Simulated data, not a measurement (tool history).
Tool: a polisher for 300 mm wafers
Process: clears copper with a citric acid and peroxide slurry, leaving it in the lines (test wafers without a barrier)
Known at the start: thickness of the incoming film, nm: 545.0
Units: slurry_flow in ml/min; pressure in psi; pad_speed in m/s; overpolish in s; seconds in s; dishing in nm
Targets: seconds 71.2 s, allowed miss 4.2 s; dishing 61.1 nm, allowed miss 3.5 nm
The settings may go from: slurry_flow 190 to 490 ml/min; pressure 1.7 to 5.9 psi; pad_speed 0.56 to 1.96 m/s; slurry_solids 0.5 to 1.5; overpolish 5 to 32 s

run  hour  slurry_flow  pressure  pad_speed  slurry_solids  overpolish  seconds  dishing
  1     0          315       3.8       1.26              1          16   124.16   45.383
  2   2.3          315       4.4       1.28              1          15    111.6   47.374
  3   8.5          315       4.9       1.36              1          14   98.427    51.23
  4  17.5          315       4.9       1.36            0.9          14   103.74   50.251
  5  25.7          315       4.9       1.58            0.9          14    87.43   55.835
  6  31.2          350       4.9       1.58            0.9          14   85.474   56.402
  7  32.7          350       4.9       1.58            0.9          14   88.055   55.947
  8  38.3          350       5.2        1.6            0.9          13   82.575   54.503
  9  46.8          350       5.4       1.62            0.9          13   76.024   58.942
 10  49.1          350       5.7       1.62            0.9          12   74.825   56.842
 11  50.2          350       5.7       1.64            0.9          12   75.035   55.148

Which of these 5 next moves meets every target?
  A  51.3          380       5.5       1.54           0.95          11        ?        ?
  B  51.3          365       5.8        1.8           0.95           9        ?        ?
  C  51.3          335       5.9        1.5            0.7          15        ?        ?
  D  51.3          365       5.9       1.56            0.9          16        ?        ?
  E  51.3          375       5.4        1.7              1          13        ?        ?

move  seconds  dishing
   A   78.166   50.569
   B   64.344   50.433
   C    82.88   61.829
   D   74.053   70.493
   E   71.115    61.97
A: further off than the last run
B: further off than the last run
C: brings the result that was furthest off to its target, and leaves another outside
D: takes the result that was furthest off past its target
E: meets every target
Answer: E
